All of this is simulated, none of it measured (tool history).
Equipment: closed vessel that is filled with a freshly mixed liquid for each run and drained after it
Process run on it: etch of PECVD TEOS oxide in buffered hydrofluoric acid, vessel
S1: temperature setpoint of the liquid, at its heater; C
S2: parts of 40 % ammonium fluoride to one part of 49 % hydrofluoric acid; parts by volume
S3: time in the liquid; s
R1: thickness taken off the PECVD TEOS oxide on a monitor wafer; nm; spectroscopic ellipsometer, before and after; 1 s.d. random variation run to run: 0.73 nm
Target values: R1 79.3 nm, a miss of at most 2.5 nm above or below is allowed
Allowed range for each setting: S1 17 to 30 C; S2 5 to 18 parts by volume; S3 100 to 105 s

Run 1, hour 0: S1 22 C, S2 11 parts by volume, S3 100 s. Result: R1 106.05 nm.
Run 2, hour 8.4: S1 19 C, S2 11 parts by volume, S3 100 s. Result: R1 91.175 nm.
Run 3, hour 12.2: S1 21 C, S2 11 parts by volume, S3 100 s. Result: R1 98.833 nm.
Run 4, hour 20.7: S1 21 C, S2 11 parts by volume, S3 100 s. Result: R1 101.46 nm.
Run 5, hour 25.1: S1 21 C, S2 9 parts by volume, S3 100 s. Result: R1 117.54 nm.
Run 6, hour 27.9: S1 21 C, S2 11 parts by volume, S3 100 s. Result: R1 102.2 nm.
Run 7, hour 31: S1 20.5 C, S2 11 parts by volume, S3 100 s. Result: R1 97.101 nm.
Run 8, hour 37.9: S1 20 C, S2 11 parts by volume, S3 100 s. Result: R1 94.791 nm.
Run 9, hour 42.2: S1 19.5 C, S2 11 parts by volume, S3 100 s. Result: R1 92.209 nm.
Run 10, hour 48.6: S1 18 C, S2 11 parts by volume, S3 100 s. Result: R1 85.672 nm.
Run 11, hour 49.4: S1 17.5 C, S2 11 parts by volume, S3 100 s. Result: R1 81.742 nm.

Below are 4 possible settings for the next run. Only one of them brings all results inside the allowed miss of their targets. Which is it?
Run A, hour 50.2: S1 17 C, S2 11 parts by volume, S3 100 s. Result: R1 ?.
Run B, hour 50.2: S1 17 C, S2 10.5 parts by volume, S3 100 s. Result: R1 ?.
Run C, hour 50.2: S1 20.5 C, S2 12.5 parts by volume, S3 105 s. Result: R1 ?.
Run D, hour 50.2: S1 19 C, S2 12 parts by volume, S3 105 s. Result: R1 ?.

move      R1
   A  80.116
   B  83.836
   C  90.466
   D  86.553
A: every result within its allowed miss
B: its largest miss is bigger than the last run's
C: its largest miss is bigger than the last run's
D: its largest miss is bigger than the last run's
A is the move that brings every result within its allowed miss.

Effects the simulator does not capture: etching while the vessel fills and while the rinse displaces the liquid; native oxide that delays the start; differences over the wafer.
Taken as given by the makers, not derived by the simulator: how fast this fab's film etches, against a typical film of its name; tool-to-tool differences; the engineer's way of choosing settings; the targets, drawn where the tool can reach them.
